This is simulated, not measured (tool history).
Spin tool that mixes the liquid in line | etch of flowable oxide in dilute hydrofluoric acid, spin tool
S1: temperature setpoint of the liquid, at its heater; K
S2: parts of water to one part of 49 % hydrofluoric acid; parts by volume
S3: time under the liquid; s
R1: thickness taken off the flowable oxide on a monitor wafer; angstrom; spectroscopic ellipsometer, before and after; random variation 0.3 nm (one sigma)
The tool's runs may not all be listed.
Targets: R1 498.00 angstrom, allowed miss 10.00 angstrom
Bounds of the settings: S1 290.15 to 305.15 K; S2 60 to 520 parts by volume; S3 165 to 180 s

run    day      S1   S2   S3      R1
  1  0.000  297.15  290  165  227.05
  2  0.217  297.15  290  165  227.23
  3  0.304  297.15  290  180  244.85
  4  0.371  299.65  290  180  265.56
  5  0.733  299.65  290  180  267.98
  6  0.992  297.65  290  180  251.46
  7  1.021  301.65  175  180  542.87
  8  1.129  301.15  175  180  532.64
  9  1.200  300.15  175  180  511.81

Which of these 5 next moves meets every target?
  A  1.271  299.15  170  180   ?
  B  1.271  302.65  175  175   ?
  C  1.271  297.15  145  165   ?
  D  1.271  299.15  165  180   ?
  E  1.271  302.15  190  180   ?

move      R1
   A  515.15
   B  548.87
   C  528.58
   D  533.87
   E  501.51
A: further off than the last run
B: further off than the last run
C: further off than the last run
D: further off than the last run
E: meets every target
The right move is E.
